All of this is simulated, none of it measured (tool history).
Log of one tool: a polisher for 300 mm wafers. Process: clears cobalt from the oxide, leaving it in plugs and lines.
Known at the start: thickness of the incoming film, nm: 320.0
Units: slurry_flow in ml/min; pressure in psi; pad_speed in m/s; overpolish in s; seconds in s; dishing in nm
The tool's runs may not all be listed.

Run 1, day 0: slurry_flow 130 ml/min, pressure 1.9 psi, pad_speed 0.82 m/s, overpolish 30 s. Result: seconds 74.834 s, dishing 45.433 nm.
Run 2, day 0.175: slurry_flow 130 ml/min, pressure 1.9 psi, pad_speed 0.98 m/s, overpolish 30 s. Result: seconds 65.153 s, dishing 46.244 nm.
Run 3, day 0.25: slurry_flow 130 ml/min, pressure 1.7 psi, pad_speed 0.96 m/s, overpolish 32 s. Result: seconds 73.356 s, dishing 46.906 nm.
Run 4, day 0.404: slurry_flow 130 ml/min, pressure 1.5 psi, pad_speed 0.96 m/s, overpolish 31 s. Result: seconds 81.902 s, dishing 44.537 nm.
Run 5, day 0.554: slurry_flow 155 ml/min, pressure 1.5 psi, pad_speed 0.96 m/s, overpolish 31 s. Result: seconds 79.394 s, dishing 45.395 nm.
Run 6, day 0.612: slurry_flow 155 ml/min, pressure 1.4 psi, pad_speed 0.96 m/s, overpolish 33 s. Result: seconds 84.675 s, dishing 44.924 nm.

The next listed run, before its measurement:
Run 7, day 0.767: slurry_flow 155 ml/min, pressure 1.3 psi, pad_speed 0.96 m/s, overpolish 35 s. Result: seconds ?, dishing ?.

seconds: 88.91 s
dishing: 45.954 nm

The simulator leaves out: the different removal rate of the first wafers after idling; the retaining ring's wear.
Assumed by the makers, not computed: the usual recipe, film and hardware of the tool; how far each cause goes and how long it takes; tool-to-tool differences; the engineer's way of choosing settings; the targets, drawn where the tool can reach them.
